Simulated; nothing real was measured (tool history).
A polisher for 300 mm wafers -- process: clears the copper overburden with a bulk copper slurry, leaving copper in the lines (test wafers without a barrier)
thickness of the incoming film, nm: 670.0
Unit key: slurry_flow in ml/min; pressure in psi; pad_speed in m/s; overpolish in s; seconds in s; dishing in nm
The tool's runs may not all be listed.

{"run": 1, "day": 0.0, "slurry_flow": 200, "pressure": 1.7, "pad_speed": 1.18, "slurry_solids": 1, "overpolish": 23, "seconds": 101.26, "dishing": 76.863}
{"run": 2, "day": 0.125, "slurry_flow": 200, "pressure": 1.7, "pad_speed": 0.94, "slurry_solids": 1, "overpolish": 23, "seconds": 124.68, "dishing": 68.32}
{"run": 3, "day": 0.396, "slurry_flow": 200, "pressure": 1.7, "pad_speed": 0.94, "slurry_solids": 1, "overpolish": 21, "seconds": 121.92, "dishing": 62.142}
{"run": 4, "day": 0.458, "slurry_flow": 180, "pressure": 1.7, "pad_speed": 0.94, "slurry_solids": 1, "overpolish": 21, "seconds": 126.19, "dishing": 61.64}
{"run": 5, "day": 0.708, "slurry_flow": 180, "pressure": 1.7, "pad_speed": 0.94, "slurry_solids": 1, "overpolish": 20, "seconds": 127.37, "dishing": 57.189}
{"run": 6, "day": 0.929, "slurry_flow": 225, "pressure": 1.7, "pad_speed": 0.94, "slurry_solids": 1, "overpolish": 20, "seconds": 126.11, "dishing": 61.954}
{"run": 7, "day": 1.017, "slurry_flow": 225, "pressure": 1.7, "pad_speed": 0.94, "slurry_solids": 1, "overpolish": 19, "seconds": 120.98, "dishing": 58.567}

What will run 8 give?
{"run": 8, "day": 1.271, "slurry_flow": 225, "pressure": 1.7, "pad_speed": 0.94, "slurry_solids": 1, "overpolish": 19, "seconds": "?", "dishing": "?"}

seconds: 120.44 s
dishing: 60.202 nm
